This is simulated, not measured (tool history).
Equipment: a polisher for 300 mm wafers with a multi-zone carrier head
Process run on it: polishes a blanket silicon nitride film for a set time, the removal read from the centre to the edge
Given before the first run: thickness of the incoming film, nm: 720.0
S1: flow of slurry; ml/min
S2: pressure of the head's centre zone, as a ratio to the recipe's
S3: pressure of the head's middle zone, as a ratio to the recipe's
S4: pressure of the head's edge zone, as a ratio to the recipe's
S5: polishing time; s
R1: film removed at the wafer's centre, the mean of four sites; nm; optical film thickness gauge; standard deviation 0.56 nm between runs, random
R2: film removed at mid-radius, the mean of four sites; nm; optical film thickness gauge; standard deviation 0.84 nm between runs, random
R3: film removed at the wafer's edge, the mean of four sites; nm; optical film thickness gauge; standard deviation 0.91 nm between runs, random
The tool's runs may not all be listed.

{"run": 1, "day": 0.0, "S1": 230, "S2": 1.0, "S3": 1.0, "S4": 1.0, "S5": 89, "R1": 128.46, "R2": 131.17, "R3": 129.11}
{"run": 2, "day": 0.271, "S1": 230, "S2": 1.0, "S3": 1.0, "S4": 1.04, "S5": 89, "R1": 126.34, "R2": 132.06, "R3": 129.87}
{"run": 3, "day": 0.375, "S1": 260, "S2": 1.0, "S3": 1.0, "S4": 1.04, "S5": 89, "R1": 130.78, "R2": 133.06, "R3": 133.86}
{"run": 4, "day": 0.421, "S1": 260, "S2": 1.0, "S3": 1.0, "S4": 1.04, "S5": 99, "R1": 144.23, "R2": 145.62, "R3": 147.67}
{"run": 5, "day": 0.45, "S1": 220, "S2": 1.0, "S3": 1.0, "S4": 1.04, "S5": 99, "R1": 139.9, "R2": 144.01, "R3": 144.6}
{"run": 6, "day": 0.746, "S1": 215, "S2": 0.98, "S3": 0.97, "S4": 1.03, "S5": 89, "R1": 122.46, "R2": 125.59, "R3": 129.53}
{"day": 0.912, "done": "slurry nozzle cleaned"}
{"run": 7, "day": 0.912, "S1": 210, "S2": 0.97, "S3": 0.96, "S4": 1.01, "S5": 81, "R1": 114.78, "R2": 117.4, "R3": 121.7}
{"run": 8, "day": 1.212, "S1": 200, "S2": 0.94, "S3": 0.94, "S4": 0.98, "S5": 74, "R1": 100.8, "R2": 105.16, "R3": 105.81}

The next listed run, before its measurement:
{"run": 9, "day": 1.45, "S1": 200, "S2": 0.92, "S3": 0.92, "S4": 0.97, "S5": 69, "R1": "?", "R2": "?", "R3": "?"}

R1: 91.952 nm
R2: 94.916 nm
R3: 98.25 nm
